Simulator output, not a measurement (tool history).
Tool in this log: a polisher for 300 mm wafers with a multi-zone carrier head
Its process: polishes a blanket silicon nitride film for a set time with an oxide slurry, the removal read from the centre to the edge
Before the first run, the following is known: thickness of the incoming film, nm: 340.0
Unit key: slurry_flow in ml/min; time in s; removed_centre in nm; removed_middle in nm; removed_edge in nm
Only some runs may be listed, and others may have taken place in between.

run	hour	slurry_flow	centre_zone	middle_zone	edge_zone	slurry_solids	time	removed_centre	removed_middle	removed_edge
1	0.0	245	1.00	1.00	1.00	1.0	75	67.824	67.262	68.315
2	4.1	240	1.00	0.97	0.98	0.9	75	66.581	64.621	65.067
3	6.3	240	1.00	0.97	0.93	0.9	75	65.575	63.078	64.417
4	9.1	240	1.00	0.97	0.93	0.9	67	59.748	55.269	57.443
5	13.7	240	1.00	0.97	0.93	0.7	67	51.572	52.318	51.617
6	17.0	195	1.00	0.97	0.93	0.7	67	52.290	49.471	51.447
7	19.0	190	1.01	0.96	0.92	0.7	67	52.089	49.307	51.076

Run 8, settings as shown, results not yet in. Your forecast:
8	21.9	185	1.02	0.95	0.92	0.7	67	?	?	?

{"run 8": {"removed_centre": 51.932, "removed_middle": 49.139, "removed_edge": 50.849}}
